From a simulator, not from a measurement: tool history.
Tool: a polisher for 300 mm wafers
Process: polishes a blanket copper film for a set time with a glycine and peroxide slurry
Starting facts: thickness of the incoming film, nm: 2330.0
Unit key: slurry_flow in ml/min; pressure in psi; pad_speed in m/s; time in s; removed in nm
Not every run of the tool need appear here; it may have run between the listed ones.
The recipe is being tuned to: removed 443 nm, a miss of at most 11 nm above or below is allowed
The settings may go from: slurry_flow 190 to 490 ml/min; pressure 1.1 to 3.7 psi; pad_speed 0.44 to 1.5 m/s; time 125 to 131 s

Run 1, hour 0: slurry_flow 315 ml/min, pressure 2.4 psi, pad_speed 0.96 m/s, time 125 s. Result: removed 661.97 nm.
Run 2, hour 3.7: slurry_flow 315 ml/min, pressure 2.1 psi, pad_speed 0.96 m/s, time 125 s. Result: removed 600.93 nm.
Run 3, hour 10.5: slurry_flow 315 ml/min, pressure 2.1 psi, pad_speed 0.96 m/s, time 125 s. Result: removed 601.47 nm.
Run 4, hour 17.8: slurry_flow 315 ml/min, pressure 1.8 psi, pad_speed 0.96 m/s, time 125 s. Result: removed 540.04 nm.
Run 5, hour 23.1: slurry_flow 315 ml/min, pressure 1.6 psi, pad_speed 0.96 m/s, time 125 s. Result: removed 494.69 nm.
Run 6, hour 26.9: slurry_flow 315 ml/min, pressure 1.9 psi, pad_speed 0.96 m/s, time 125 s. Result: removed 559.18 nm.
Run 7, hour 29.8: slurry_flow 315 ml/min, pressure 1.9 psi, pad_speed 0.96 m/s, time 125 s. Result: removed 562.98 nm.
Run 8, hour 37.9: slurry_flow 315 ml/min, pressure 1.7 psi, pad_speed 0.96 m/s, time 125 s. Result: removed 512.03 nm.
Run 9, hour 40.2: slurry_flow 315 ml/min, pressure 1.6 psi, pad_speed 0.96 m/s, time 125 s. Result: removed 491.93 nm.
Run 10, hour 42.5: slurry_flow 315 ml/min, pressure 1.5 psi, pad_speed 0.96 m/s, time 125 s. Result: removed 470.41 nm.
Run 11, hour 48.3: slurry_flow 315 ml/min, pressure 1.5 psi, pad_speed 0.96 m/s, time 125 s. Result: removed 468.43 nm.

Which one of the following 4 next-run settings gets every result inside its allowed miss? There is exactly one.
Run A, hour 54.1: slurry_flow 340 ml/min, pressure 2.1 psi, pad_speed 0.6 m/s, time 129 s. Result: removed ?.
Run B, hour 54.1: slurry_flow 380 ml/min, pressure 1.3 psi, pad_speed 1.12 m/s, time 125 s. Result: removed ?.
Run C, hour 54.1: slurry_flow 370 ml/min, pressure 1.7 psi, pad_speed 0.8 m/s, time 131 s. Result: removed ?.
Run D, hour 54.1: slurry_flow 275 ml/min, pressure 1.5 psi, pad_speed 1.1 m/s, time 128 s. Result: removed ?.

move  removed
   A   441.21
   B   477.05
   C   475.53
   D   519.06
A: hits every target within its allowed miss
B: moves away from the targets compared with the last run
C: moves away from the targets compared with the last run
D: moves away from the targets compared with the last run
A is the move that brings every result within its allowed miss.
